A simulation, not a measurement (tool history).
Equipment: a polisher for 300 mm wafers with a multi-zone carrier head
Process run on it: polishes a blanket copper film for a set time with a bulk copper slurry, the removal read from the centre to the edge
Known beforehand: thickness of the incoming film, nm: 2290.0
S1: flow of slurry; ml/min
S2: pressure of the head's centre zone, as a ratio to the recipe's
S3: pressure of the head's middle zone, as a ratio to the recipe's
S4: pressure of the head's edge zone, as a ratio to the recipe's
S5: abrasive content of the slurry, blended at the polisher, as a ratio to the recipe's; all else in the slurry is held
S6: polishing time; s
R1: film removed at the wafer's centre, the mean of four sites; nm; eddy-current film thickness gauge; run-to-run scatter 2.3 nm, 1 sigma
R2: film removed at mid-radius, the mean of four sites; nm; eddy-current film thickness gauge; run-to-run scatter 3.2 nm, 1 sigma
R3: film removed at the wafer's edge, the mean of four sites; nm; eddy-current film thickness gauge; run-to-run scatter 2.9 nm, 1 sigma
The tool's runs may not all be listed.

Run 1, hour 0.0: S1 180 ml/min, S2 1.00, S3 1.00, S4 1.00, S5 1.0, S6 56 s. Result: R1 278.89 nm, R2 294.15 nm, R3 296.11 nm.
Run 2, hour 2.3: S1 190 ml/min, S2 0.99, S3 1.02, S4 1.02, S5 1.0, S6 56 s. Result: R1 281.73 nm, R2 303.07 nm, R3 300.95 nm.
Run 3, hour 5.9: S1 195 ml/min, S2 0.97, S3 1.04, S4 1.04, S5 1.0, S6 56 s. Result: R1 277.44 nm, R2 307.36 nm, R3 301.87 nm.
Run 4, hour 14.7: S1 195 ml/min, S2 0.97, S3 0.97, S4 1.04, S5 1.0, S6 56 s. Result: R1 277.53 nm, R2 289.30 nm, R3 300.49 nm.
Run 5, hour 18.7: S1 240 ml/min, S2 0.97, S3 0.97, S4 1.04, S5 1.0, S6 56 s. Result: R1 282.99 nm, R2 297.55 nm, R3 305.14 nm.
Run 6, hour 25.4: S1 240 ml/min, S2 0.97, S3 0.97, S4 1.04, S5 1.0, S6 63 s. Result: R1 318.13 nm, R2 331.25 nm, R3 350.00 nm.
Run 7, hour 34.1: S1 235 ml/min, S2 0.95, S3 0.98, S4 1.02, S5 1.0, S6 63 s. Result: R1 310.08 nm, R2 330.36 nm, R3 350.97 nm.
Run 8, hour 35.9: S1 235 ml/min, S2 0.95, S3 0.98, S4 1.02, S5 1.0, S6 63 s. Result: R1 314.98 nm, R2 333.46 nm, R3 344.10 nm.
Run 9, hour 44.7: S1 230 ml/min, S2 0.92, S3 0.99, S4 1.01, S5 1.0, S6 63 s. Result: R1 304.66 nm, R2 340.99 nm, R3 340.43 nm.
Run 10, hour 51.5: S1 230 ml/min, S2 0.92, S3 0.99, S4 1.01, S5 1.0, S6 63 s. Result: R1 302.29 nm, R2 337.45 nm, R3 344.57 nm.

What will run 11 give?
Run 11, hour 55.8: S1 225 ml/min, S2 0.91, S3 1.00, S4 0.99, S5 1.0, S6 63 s. Result: R1 ?, R2 ?, R3 ?.

R1: 294.97 nm
R2: 340.51 nm
R3: 339.75 nm
